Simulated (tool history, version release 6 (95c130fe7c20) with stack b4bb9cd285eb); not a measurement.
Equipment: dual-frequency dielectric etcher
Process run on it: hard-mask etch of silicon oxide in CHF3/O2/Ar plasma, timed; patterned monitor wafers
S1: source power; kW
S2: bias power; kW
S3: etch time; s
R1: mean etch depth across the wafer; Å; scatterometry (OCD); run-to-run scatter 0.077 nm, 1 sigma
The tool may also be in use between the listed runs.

run 1 day=0 | S1=0.48 S2=0.168 S3=10 | R1=171.56
run 2 day=0.154 | S1=0.48 S2=0.181 S3=10 | R1=173.6
run 3 day=0.308 | S1=0.4 S2=0.181 S3=10 | R1=160.28
run 4 day=0.588 | S1=0.4 S2=0.181 S3=10 | R1=159.25
run 5 day=0.808 | S1=0.38 S2=0.18 S3=10 | R1=155.49
run 6 day=1.004 | S1=0.36 S2=0.179 S3=10 | R1=151.41

Forecast run 7:
run 7 day=1.133 | S1=0.31 S2=0.176 S3=10 | R1=?

Run 7 yielded R1 137.32 Å.
